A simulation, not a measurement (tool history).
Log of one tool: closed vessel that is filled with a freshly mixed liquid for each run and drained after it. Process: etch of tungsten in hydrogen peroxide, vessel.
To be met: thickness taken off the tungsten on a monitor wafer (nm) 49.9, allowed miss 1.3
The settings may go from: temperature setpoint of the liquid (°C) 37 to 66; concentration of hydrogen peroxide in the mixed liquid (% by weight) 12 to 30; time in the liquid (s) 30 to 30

run	hour	temperature setpoint of the liquid (°C)	concentration of hydrogen peroxide in the mixed liquid (% by weight)	time in the liquid (s)	thickness taken off the tungsten on a monitor wafer (nm)
1	0	53	21	30	82.853
2	6.6	51	21	30	73.773
3	7.8	51	18.5	30	69.295
4	10	51	18.5	30	69
5	15.8	49.5	18.5	30	62.688
6	23.5	55.5	18.5	30	90.271
7	26.1	53	18.5	30	78.157
8	30.9	45	18.5	30	47.562

5 next moves are on the table. One of them brings every result within its allowed miss. Which?
A	35.7	44	20.5	30	?
B	35.7	44.5	19.5	30	?
C	35.7	45.5	16.5	30	?
D	35.7	44.5	18.5	30	?
E	35.7	45	20	30	?

move	thickness taken off the tungsten on a monitor wafer (nm)
A	47.299
B	47.615
C	46.651
D	46.378
E	49.769
A: further off than the last run
B: as far off as the last run
C: further off than the last run
D: further off than the last run
E: meets every target
The right move is E.
